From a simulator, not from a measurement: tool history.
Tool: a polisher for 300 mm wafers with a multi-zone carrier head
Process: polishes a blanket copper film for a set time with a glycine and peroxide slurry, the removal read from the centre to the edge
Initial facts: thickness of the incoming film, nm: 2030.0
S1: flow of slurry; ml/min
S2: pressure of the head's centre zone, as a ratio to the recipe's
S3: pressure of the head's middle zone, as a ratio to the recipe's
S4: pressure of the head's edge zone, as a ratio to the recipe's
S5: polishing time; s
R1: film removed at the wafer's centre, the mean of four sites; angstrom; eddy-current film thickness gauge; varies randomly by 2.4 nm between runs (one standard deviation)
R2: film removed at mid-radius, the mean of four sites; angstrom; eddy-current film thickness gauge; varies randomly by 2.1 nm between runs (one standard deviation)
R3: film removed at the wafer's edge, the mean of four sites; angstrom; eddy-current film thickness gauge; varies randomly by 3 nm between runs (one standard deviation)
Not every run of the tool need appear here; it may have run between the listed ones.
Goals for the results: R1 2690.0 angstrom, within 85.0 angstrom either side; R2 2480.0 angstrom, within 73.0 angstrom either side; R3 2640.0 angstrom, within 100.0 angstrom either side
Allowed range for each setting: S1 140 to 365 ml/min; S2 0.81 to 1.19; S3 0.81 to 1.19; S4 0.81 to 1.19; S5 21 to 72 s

run 1 hour=0.0 | S1=235 S2=1.00 S3=1.00 S4=1.00 S5=46 | R1=4105.6 R2=3908.5 R3=3848.0
run 2 hour=7.3 | S1=225 S2=0.97 S3=0.95 S4=0.96 S5=41 | R1=3560.9 R2=3374.9 R3=3352.1
run 3 hour=10.8 | S1=215 S2=0.95 S3=0.91 S4=0.95 S5=38 | R1=3187.8 R2=2998.2 R3=3088.7
run 4 hour=16.6 | S1=215 S2=0.88 S3=0.91 S4=0.95 S5=38 | R1=2972.9 R2=2976.8 R3=3099.5
run 5 hour=22.3 | S1=215 S2=0.88 S3=0.84 S4=0.95 S5=38 | R1=2932.1 R2=2819.5 R3=3072.1
-- hour=26.5 edge zone pressure recalibrated
run 6 hour=26.5 | S1=215 S2=0.88 S3=0.84 S4=0.95 S5=47 | R1=3655.0 R2=3438.0 R3=3995.3
run 7 hour=27.4 | S1=210 S2=0.89 S3=0.83 S4=0.92 S5=42 | R1=3315.8 R2=3044.9 R3=3503.1
run 8 hour=35.4 | S1=210 S2=0.90 S3=0.84 S4=0.93 S5=38 | R1=2993.1 R2=2778.7 R3=3228.6

Pick the move, out of 4, that brings all results within their allowed miss; only one does.
run A hour=43.4 | S1=320 S2=0.96 S3=0.91 S4=0.94 S5=30 | R1=? R2=? R3=?
run B hour=43.4 | S1=255 S2=1.06 S3=0.99 S4=0.86 S5=31 | R1=? R2=? R3=?
run C hour=43.4 | S1=165 S2=0.85 S3=0.85 S4=0.95 S5=42 | R1=? R2=? R3=?
run D hour=43.4 | S1=295 S2=0.99 S3=1.08 S4=0.91 S5=35 | R1=? R2=? R3=?

move=A R1=2672.4 R2=2451.1 R3=2647.2
move=B R1=2971.2 R2=2650.6 R3=2574.6
move=C R1=2976.7 R2=2951.5 R3=3473.4
move=D R1=3191.2 R2=3276.6 R3=3016.6
A: every result lands within tolerance
B: gets the furthest-off result to its target, but another result is out of tolerance
C: misses by more than the last run did
D: misses by more than the last run did
A meets every target.

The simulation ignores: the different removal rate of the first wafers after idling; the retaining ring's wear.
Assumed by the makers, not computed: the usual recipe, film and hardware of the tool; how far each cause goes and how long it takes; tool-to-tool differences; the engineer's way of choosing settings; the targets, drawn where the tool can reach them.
